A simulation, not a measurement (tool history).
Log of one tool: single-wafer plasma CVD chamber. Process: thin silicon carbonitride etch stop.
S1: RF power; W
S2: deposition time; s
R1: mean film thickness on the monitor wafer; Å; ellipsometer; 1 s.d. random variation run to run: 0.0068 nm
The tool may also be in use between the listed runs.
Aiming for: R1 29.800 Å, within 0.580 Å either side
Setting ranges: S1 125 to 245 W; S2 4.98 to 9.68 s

run,hour,S1,S2,R1
1,0.0,185,7.33,38.254
2,5.1,165,7.33,36.012
3,9.9,185,7.33,38.190
4,18.5,185,6.90,35.906
5,26.9,175,6.82,34.671
6,33.4,175,7.55,38.427
7,42.1,165,7.34,36.163
8,46.8,160,7.19,34.938
9,48.2,155,7.08,33.844
10,56.6,150,7.00,33.033
11,63.6,145,6.94,32.092
12,70.1,140,6.91,31.449
13,72.0,125,6.65,28.397
14,79.9,130,6.66,29.072

Next run, 4 choices. One meets every target within its allowed miss, the rest don't. Which?
A,87.8,125,6.45,?
B,87.8,135,6.38,?
C,87.8,140,6.59,?
D,87.8,140,6.30,?

move,R1
A,27.556
B,28.483
C,30.008
D,28.688
A: moves away from the targets compared with the last run
B: moves away from the targets compared with the last run
C: all results in spec
D: moves away from the targets compared with the last run
So the answer is move C, the one that meets all the targets.
